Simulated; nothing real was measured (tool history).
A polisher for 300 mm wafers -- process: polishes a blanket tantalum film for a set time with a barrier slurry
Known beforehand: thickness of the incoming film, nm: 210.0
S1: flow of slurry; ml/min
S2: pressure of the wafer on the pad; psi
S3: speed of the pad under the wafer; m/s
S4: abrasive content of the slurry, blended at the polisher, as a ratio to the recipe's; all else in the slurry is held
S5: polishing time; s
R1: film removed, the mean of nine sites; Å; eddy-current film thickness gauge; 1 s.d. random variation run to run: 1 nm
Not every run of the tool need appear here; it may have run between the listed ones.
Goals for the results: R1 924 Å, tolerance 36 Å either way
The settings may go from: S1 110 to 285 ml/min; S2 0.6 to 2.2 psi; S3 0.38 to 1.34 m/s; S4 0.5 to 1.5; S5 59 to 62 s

run	hour	S1	S2	S3	S4	S5	R1
1	0	180	1.4	0.86	1	59	484.5
2	2.6	180	1.4	0.86	1	62	494.21
3	8.3	185	1.6	0.88	1	62	588.78
4	14.8	185	1.6	0.7	1	62	496.48
5	21.4	185	1.6	0.7	0.8	62	475.38
# hour 30.2: slurry nozzle cleaned
6	30.2	185	1.6	0.9	0.8	62	609.08
7	33.5	190	1.8	0.9	0.8	62	690.13
8	38	190	1.9	0.9	0.8	62	730.55
9	43	195	2	0.9	0.8	62	779.43
10	52	200	2.2	0.94	0.8	62	887.79

Which single option among these 5 for the next run brings every result within its allowed miss of target? Just one does.
A	61	210	2.1	0.84	1.05	61	?
B	61	170	2.2	0.84	0.95	62	?
C	61	230	2.2	1.1	0.5	62	?
D	61	260	2.2	1.04	1	60	?
E	61	225	2.2	0.86	1.05	59	?

move	R1
A	805.93
B	813.02
C	906.53
D	992.8
E	837.87
A: moves away from the targets compared with the last run
B: moves away from the targets compared with the last run
C: every result within its allowed miss
D: takes the biggest miss from the last run beyond its target
E: moves away from the targets compared with the last run
The move that meets every target is C.
